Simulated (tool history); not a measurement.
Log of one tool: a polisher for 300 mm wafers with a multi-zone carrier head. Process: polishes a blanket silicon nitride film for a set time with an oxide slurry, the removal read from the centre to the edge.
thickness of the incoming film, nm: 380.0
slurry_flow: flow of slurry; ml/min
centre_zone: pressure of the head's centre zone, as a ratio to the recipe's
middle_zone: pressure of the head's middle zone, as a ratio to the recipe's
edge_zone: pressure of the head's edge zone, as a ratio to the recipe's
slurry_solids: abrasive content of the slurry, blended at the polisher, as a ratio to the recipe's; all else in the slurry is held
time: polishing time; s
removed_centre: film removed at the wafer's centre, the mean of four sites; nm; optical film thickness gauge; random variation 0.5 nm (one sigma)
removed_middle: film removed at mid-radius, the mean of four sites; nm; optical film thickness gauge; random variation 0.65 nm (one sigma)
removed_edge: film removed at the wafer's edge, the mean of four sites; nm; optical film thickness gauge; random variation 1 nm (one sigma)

Run 1, hour 0.0: slurry_flow 270 ml/min, centre_zone 1.00, middle_zone 1.00, edge_zone 1.00, slurry_solids 1.00, time 90 s. Result: removed_centre 60.341 nm, removed_middle 59.131 nm, removed_edge 59.683 nm.
Run 2, hour 3.5: slurry_flow 270 ml/min, centre_zone 1.00, middle_zone 1.07, edge_zone 1.00, slurry_solids 1.00, time 90 s. Result: removed_centre 60.770 nm, removed_middle 62.893 nm, removed_edge 60.093 nm.
Run 3, hour 7.0: slurry_flow 285 ml/min, centre_zone 0.96, middle_zone 1.11, edge_zone 1.04, slurry_solids 1.15, time 92 s. Result: removed_centre 63.698 nm, removed_middle 71.030 nm, removed_edge 66.621 nm.
Run 4, hour 7.8: slurry_flow 285 ml/min, centre_zone 0.96, middle_zone 1.11, edge_zone 1.04, slurry_solids 1.35, time 92 s. Result: removed_centre 67.130 nm, removed_middle 75.545 nm, removed_edge 71.277 nm.
Run 5, hour 12.4: slurry_flow 300 ml/min, centre_zone 0.94, middle_zone 1.14, edge_zone 1.08, slurry_solids 1.40, time 95 s. Result: removed_centre 70.231 nm, removed_middle 82.313 nm, removed_edge 77.360 nm.
Run 6, hour 18.4: slurry_flow 300 ml/min, centre_zone 0.94, middle_zone 1.19, edge_zone 1.08, slurry_solids 1.40, time 95 s. Result: removed_centre 69.694 nm, removed_middle 83.680 nm, removed_edge 76.645 nm.

The next listed run, before its measurement:
Run 7, hour 22.8: slurry_flow 315 ml/min, centre_zone 0.92, middle_zone 1.19, edge_zone 1.09, slurry_solids 1.45, time 97 s. Result: removed_centre ?, removed_middle ?, removed_edge ?.

{"run 7": {"removed_centre": 70.007, "removed_middle": 87.837, "removed_edge": 76.553}}
